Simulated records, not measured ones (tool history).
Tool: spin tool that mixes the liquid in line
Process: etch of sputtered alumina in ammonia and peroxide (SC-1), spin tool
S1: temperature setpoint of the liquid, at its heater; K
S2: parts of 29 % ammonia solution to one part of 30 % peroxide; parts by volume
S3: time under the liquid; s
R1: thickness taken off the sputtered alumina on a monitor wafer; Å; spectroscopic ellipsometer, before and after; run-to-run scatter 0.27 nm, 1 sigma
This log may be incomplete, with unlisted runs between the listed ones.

| run | hour | S1 | S2 | S3 | R1 |
|---|---|---|---|---|---|
| 1 | 0.0 | 330.15 | 0.7 | 315 | 326.88 |
| 2 | 2.9 | 330.15 | 0.5 | 315 | 312.21 |
| 3 | 10.2 | 330.15 | 0.5 | 340 | 338.35 |
| 4 | 12.9 | 330.15 | 0.5 | 315 | 311.32 |
| 5 | 14.1 | 330.15 | 0.5 | 315 | 313.30 |
| 6 | 20.1 | 330.65 | 0.5 | 315 | 321.55 |
| 7 | 27.1 | 331.15 | 0.5 | 315 | 327.98 |

What does the tool deliver on the next run?
| 8 | 34.3 | 331.65 | 0.5 | 315 | ? |

{"run 8": {"R1": 334.43}}

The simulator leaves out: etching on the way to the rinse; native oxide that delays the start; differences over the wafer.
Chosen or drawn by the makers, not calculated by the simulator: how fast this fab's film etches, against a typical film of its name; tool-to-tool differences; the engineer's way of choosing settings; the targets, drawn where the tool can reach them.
